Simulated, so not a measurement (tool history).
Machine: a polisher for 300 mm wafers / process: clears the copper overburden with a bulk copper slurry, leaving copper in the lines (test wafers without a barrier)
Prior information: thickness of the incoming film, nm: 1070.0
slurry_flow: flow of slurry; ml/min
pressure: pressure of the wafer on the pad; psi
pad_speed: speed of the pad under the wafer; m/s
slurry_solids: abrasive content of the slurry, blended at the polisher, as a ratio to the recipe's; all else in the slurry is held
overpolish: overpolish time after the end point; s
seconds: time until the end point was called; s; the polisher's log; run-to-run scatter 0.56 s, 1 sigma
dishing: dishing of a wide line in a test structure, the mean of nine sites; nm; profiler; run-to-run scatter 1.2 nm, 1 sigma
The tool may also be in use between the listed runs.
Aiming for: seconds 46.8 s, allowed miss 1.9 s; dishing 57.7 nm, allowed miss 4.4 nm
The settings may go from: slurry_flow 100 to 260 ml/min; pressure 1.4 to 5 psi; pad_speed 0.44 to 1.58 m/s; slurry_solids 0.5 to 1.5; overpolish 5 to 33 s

run  hour  slurry_flow  pressure  pad_speed  slurry_solids  overpolish  seconds  dishing
  1     0          165       3.2          1              1          17    87.69   51.582
  2   2.1          165       3.2        1.1              1          17    79.14   53.373
  3   2.9          165       3.5        1.1              1          16   72.835   55.163
  4   4.4          170       3.7       1.12              1          14   68.694   54.874
  5   7.9          170       3.9       1.14              1          12    64.71   52.968
  6   9.8          170       3.4       1.14              1          12    73.42   52.148
  7  12.7          185       4.3       1.18              1          15   54.729   56.991
  8  13.8          185       4.4       1.18              1          15   53.211   56.696
  9  19.7          185       4.5       1.18              1          15   52.873   56.748

Next run, 5 choices. One meets every target within its allowed miss, the rest don't. Which?
  A  25.6          195       4.6       1.32              1          19        ?        ?
  B  25.6          195       4.6       1.08              1          14        ?        ?
  C  25.6          210         5       0.96            0.9          23        ?        ?
  D  25.6          205         5       1.32           0.95          12        ?        ?
  E  25.6          195         5       1.36           1.05           5        ?        ?

move  seconds  dishing
   A   45.847   58.305
   B   55.751   57.043
   C   58.008   58.564
   D   42.365   57.849
   E   40.839   49.175
A: every result lands within tolerance
B: misses by more than the last run did
C: misses by more than the last run did
D: carries the result that was furthest off beyond its target, to the other side
E: carries the result that was furthest off beyond its target, to the other side
So the answer is move A, the one that meets all the targets.

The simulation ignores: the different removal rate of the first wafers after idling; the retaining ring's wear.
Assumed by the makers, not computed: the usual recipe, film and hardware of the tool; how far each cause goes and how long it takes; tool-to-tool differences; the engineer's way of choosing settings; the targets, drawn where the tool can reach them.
